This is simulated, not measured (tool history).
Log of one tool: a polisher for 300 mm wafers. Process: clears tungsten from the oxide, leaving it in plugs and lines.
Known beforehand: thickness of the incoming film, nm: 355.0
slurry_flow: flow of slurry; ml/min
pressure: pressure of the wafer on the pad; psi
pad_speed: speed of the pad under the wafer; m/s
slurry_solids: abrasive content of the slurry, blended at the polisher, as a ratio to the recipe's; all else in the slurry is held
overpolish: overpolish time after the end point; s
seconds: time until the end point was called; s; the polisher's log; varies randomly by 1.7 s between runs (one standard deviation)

run,hour,slurry_flow,pressure,pad_speed,slurry_solids,overpolish,seconds
1,0.0,315,2.8,1.42,1.0,25,62.074
2,5.8,315,2.7,1.42,1.0,25,65.243
3,11.6,315,2.6,1.42,1.0,25,66.145
4,19.5,315,2.6,1.42,1.2,25,66.117
5,25.2,315,2.6,1.42,1.0,25,66.577
6,27.7,315,2.5,1.42,1.0,25,70.075
7,35.0,315,2.4,1.42,1.0,25,69.958
8,43.6,315,2.3,1.42,1.0,25,71.713
9,47.4,315,2.2,1.42,1.0,25,75.685

Run 10 is up next; what results do you expect?
10,53.2,315,2.2,1.42,1.0,25,?

Run 10 yielded seconds 72.698 s.

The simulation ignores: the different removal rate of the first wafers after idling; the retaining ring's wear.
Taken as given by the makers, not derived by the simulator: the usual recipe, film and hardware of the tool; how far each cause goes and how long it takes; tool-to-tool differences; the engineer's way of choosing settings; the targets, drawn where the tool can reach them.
